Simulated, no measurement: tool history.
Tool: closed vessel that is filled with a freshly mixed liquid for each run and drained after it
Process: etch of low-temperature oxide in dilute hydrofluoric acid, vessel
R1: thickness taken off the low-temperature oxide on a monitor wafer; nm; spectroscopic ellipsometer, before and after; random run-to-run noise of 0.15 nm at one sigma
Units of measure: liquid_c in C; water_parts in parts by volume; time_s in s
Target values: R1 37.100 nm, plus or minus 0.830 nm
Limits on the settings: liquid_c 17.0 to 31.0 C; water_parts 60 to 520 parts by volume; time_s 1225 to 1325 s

Run 1, hour 0.0: liquid_c 23.0 C, water_parts 290 parts by volume, time_s 1225 s. Result: R1 48.279 nm.
Run 2, hour 6.2: liquid_c 22.5 C, water_parts 290 parts by volume, time_s 1225 s. Result: R1 47.551 nm.
Run 3, hour 12.6: liquid_c 22.5 C, water_parts 190 parts by volume, time_s 1225 s. Result: R1 79.765 nm.
Run 4, hour 18.4: liquid_c 24.5 C, water_parts 190 parts by volume, time_s 1225 s. Result: R1 86.750 nm.
Run 5, hour 19.7: liquid_c 24.5 C, water_parts 190 parts by volume, time_s 1225 s. Result: R1 86.630 nm.
Run 6, hour 27.9: liquid_c 24.5 C, water_parts 190 parts by volume, time_s 1225 s. Result: R1 85.508 nm.
Run 7, hour 32.2: liquid_c 24.0 C, water_parts 200 parts by volume, time_s 1225 s. Result: R1 80.104 nm.
Run 8, hour 40.6: liquid_c 20.0 C, water_parts 315 parts by volume, time_s 1225 s. Result: R1 39.044 nm.

Exercise: of the 5 proposed moves below, exactly one satisfies all targets within the stated allowed misses. Which move is it?
Run A, hour 49.0: liquid_c 20.5 C, water_parts 320 parts by volume, time_s 1225 s. Result: R1 ?.
Run B, hour 49.0: liquid_c 23.5 C, water_parts 400 parts by volume, time_s 1325 s. Result: R1 ?.
Run C, hour 49.0: liquid_c 19.0 C, water_parts 290 parts by volume, time_s 1225 s. Result: R1 ?.
Run D, hour 49.0: liquid_c 17.5 C, water_parts 310 parts by volume, time_s 1325 s. Result: R1 ?.
Run E, hour 49.0: liquid_c 21.5 C, water_parts 340 parts by volume, time_s 1225 s. Result: R1 ?.

move      R1
   A  39.070
   B  34.923
   C  41.911
   D  39.417
   E  37.428
A: neither nearer nor further off than the last run
B: takes the biggest miss from the last run beyond its target
C: misses by more than the last run did
D: misses by more than the last run did
E: all results in spec
So the answer is move E, the one that meets all the targets.

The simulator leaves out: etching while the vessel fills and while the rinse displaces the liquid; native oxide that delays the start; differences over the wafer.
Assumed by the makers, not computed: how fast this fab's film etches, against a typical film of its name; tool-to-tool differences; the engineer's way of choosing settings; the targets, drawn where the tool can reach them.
